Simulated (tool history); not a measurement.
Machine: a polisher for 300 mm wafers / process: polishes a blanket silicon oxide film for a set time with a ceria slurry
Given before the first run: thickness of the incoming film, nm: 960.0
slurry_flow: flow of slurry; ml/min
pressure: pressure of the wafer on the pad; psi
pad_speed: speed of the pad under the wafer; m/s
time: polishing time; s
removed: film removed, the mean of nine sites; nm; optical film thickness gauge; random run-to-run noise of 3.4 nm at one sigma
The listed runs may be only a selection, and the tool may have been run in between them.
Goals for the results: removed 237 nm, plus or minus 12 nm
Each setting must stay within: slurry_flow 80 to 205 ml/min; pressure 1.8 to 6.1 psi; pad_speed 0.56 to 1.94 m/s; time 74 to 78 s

| run | hour | slurry_flow | pressure | pad_speed | time | removed |
|---|---|---|---|---|---|---|
| 1 | 0 | 135 | 3.9 | 1.24 | 74 | 472.99 |
| 2 | 7.6 | 135 | 2.9 | 1.24 | 74 | 342.33 |
| 3 | 11.5 | 135 | 2.9 | 1.24 | 74 | 359.1 |
| 4 | 20.1 | 135 | 2.9 | 1.24 | 74 | 357.42 |
| 5 | 23.6 | 135 | 2.8 | 1.22 | 74 | 336.24 |
| 6 | 31.2 | 135 | 2.4 | 1.22 | 74 | 280.83 |
| 7 | 37.5 | 135 | 2.3 | 1.22 | 74 | 282.71 |
| 8 | 40 | 135 | 2.2 | 1.22 | 74 | 260.45 |
| 9 | 47.5 | 135 | 2.1 | 1.22 | 74 | 257.2 |

Of the 4 settings listed for the next run, only one would bring every result within its allowed miss of target. Which one?
| A | 55 | 170 | 1.8 | 1.26 | 76 | ? |
| B | 55 | 130 | 2.3 | 1.16 | 76 | ? |
| C | 55 | 135 | 2.2 | 1.26 | 76 | ? |
| D | 55 | 135 | 2 | 1.28 | 76 | ? |

| move | removed |
|---|---|
| A | 246 |
| B | 276.4 |
| C | 287.23 |
| D | 266.25 |
A: every result within its allowed miss
B: moves away from the targets compared with the last run
C: moves away from the targets compared with the last run
D: moves away from the targets compared with the last run
Correct choice: A, which meets every target

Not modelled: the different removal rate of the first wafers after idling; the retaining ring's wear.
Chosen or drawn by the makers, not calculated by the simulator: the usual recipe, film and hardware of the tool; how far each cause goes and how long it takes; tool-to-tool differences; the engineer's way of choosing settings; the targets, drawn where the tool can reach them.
